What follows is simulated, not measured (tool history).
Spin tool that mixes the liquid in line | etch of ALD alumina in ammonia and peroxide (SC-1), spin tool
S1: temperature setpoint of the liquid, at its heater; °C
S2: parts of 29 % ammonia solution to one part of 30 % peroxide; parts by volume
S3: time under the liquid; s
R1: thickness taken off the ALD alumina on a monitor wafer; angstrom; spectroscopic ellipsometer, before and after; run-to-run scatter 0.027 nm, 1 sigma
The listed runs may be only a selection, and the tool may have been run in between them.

Run 1, hour 0.0: S1 53.0 °C, S2 0.8 parts by volume, S3 100 s. Result: R1 93.000 angstrom.
Run 2, hour 8.1: S1 53.0 °C, S2 1.0 parts by volume, S3 100 s. Result: R1 95.269 angstrom.
Run 3, hour 12.3: S1 51.0 °C, S2 1.0 parts by volume, S3 100 s. Result: R1 85.563 angstrom.
Run 4, hour 15.8: S1 54.0 °C, S2 1.0 parts by volume, S3 100 s. Result: R1 101.010 angstrom.
Run 5, hour 18.1: S1 52.0 °C, S2 1.0 parts by volume, S3 100 s. Result: R1 89.897 angstrom.
Run 6, hour 23.6: S1 52.0 °C, S2 1.0 parts by volume, S3 100 s. Result: R1 90.726 angstrom.
Run 7, hour 32.6: S1 50.5 °C, S2 1.0 parts by volume, S3 100 s. Result: R1 83.396 angstrom.
Run 8, hour 35.1: S1 50.5 °C, S2 1.0 parts by volume, S3 100 s. Result: R1 82.788 angstrom.
Run 9, hour 41.9: S1 49.5 °C, S2 1.0 parts by volume, S3 100 s. Result: R1 78.290 angstrom.
Run 10, hour 49.2: S1 48.5 °C, S2 1.0 parts by volume, S3 100 s. Result: R1 73.898 angstrom.
Run 11, hour 54.0: S1 47.5 °C, S2 1.0 parts by volume, S3 100 s. Result: R1 70.565 angstrom.
Run 12, hour 60.6: S1 47.0 °C, S2 1.0 parts by volume, S3 100 s. Result: R1 67.482 angstrom.
Run 13, hour 61.4: S1 46.5 °C, S2 1.0 parts by volume, S3 100 s. Result: R1 66.120 angstrom.
At hour 67.1: heated supply line repaired.
Run 14, hour 67.1: S1 46.0 °C, S2 1.0 parts by volume, S3 100 s. Result: R1 75.367 angstrom.
Run 15, hour 69.5: S1 44.0 °C, S2 1.0 parts by volume, S3 100 s. Result: R1 67.061 angstrom.
Run 16, hour 71.2: S1 43.5 °C, S2 1.0 parts by volume, S3 100 s. Result: R1 65.653 angstrom.

Run 17 has not been measured yet. What should we expect?
Run 17, hour 73.2: S1 43.0 °C, S2 1.0 parts by volume, S3 100 s. Result: R1 ?.

Run 17 gave R1 63.485 angstrom.
